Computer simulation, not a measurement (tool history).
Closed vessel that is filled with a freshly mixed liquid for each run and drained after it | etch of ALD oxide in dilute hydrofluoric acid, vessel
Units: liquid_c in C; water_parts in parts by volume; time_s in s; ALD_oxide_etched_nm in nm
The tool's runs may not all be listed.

Run 1, hour 0.0: liquid_c 20.0 C, water_parts 155 parts by volume, time_s 240 s. Result: ALD_oxide_etched_nm 15.2360 nm.
Run 2, hour 1.4: liquid_c 20.0 C, water_parts 175 parts by volume, time_s 240 s. Result: ALD_oxide_etched_nm 13.3260 nm.
Run 3, hour 7.7: liquid_c 21.5 C, water_parts 175 parts by volume, time_s 240 s. Result: ALD_oxide_etched_nm 14.0380 nm.
Run 4, hour 10.5: liquid_c 20.0 C, water_parts 175 parts by volume, time_s 240 s. Result: ALD_oxide_etched_nm 13.2880 nm.
Run 5, hour 12.0: liquid_c 19.5 C, water_parts 185 parts by volume, time_s 240 s. Result: ALD_oxide_etched_nm 12.3770 nm.
Run 6, hour 20.2: liquid_c 19.5 C, water_parts 130 parts by volume, time_s 240 s. Result: ALD_oxide_etched_nm 18.4100 nm.
Run 7, hour 24.6: liquid_c 19.5 C, water_parts 145 parts by volume, time_s 240 s. Result: ALD_oxide_etched_nm 15.9460 nm.
Run 8, hour 28.4: liquid_c 19.5 C, water_parts 160 parts by volume, time_s 240 s. Result: ALD_oxide_etched_nm 14.2550 nm.
Run 9, hour 34.0: liquid_c 19.0 C, water_parts 170 parts by volume, time_s 240 s. Result: ALD_oxide_etched_nm 13.4050 nm.

Run 10 comes next. What will it give?
Run 10, hour 38.9: liquid_c 17.0 C, water_parts 235 parts by volume, time_s 235 s. Result: ALD_oxide_etched_nm ?.

ALD_oxide_etched_nm: 8.1326 nm

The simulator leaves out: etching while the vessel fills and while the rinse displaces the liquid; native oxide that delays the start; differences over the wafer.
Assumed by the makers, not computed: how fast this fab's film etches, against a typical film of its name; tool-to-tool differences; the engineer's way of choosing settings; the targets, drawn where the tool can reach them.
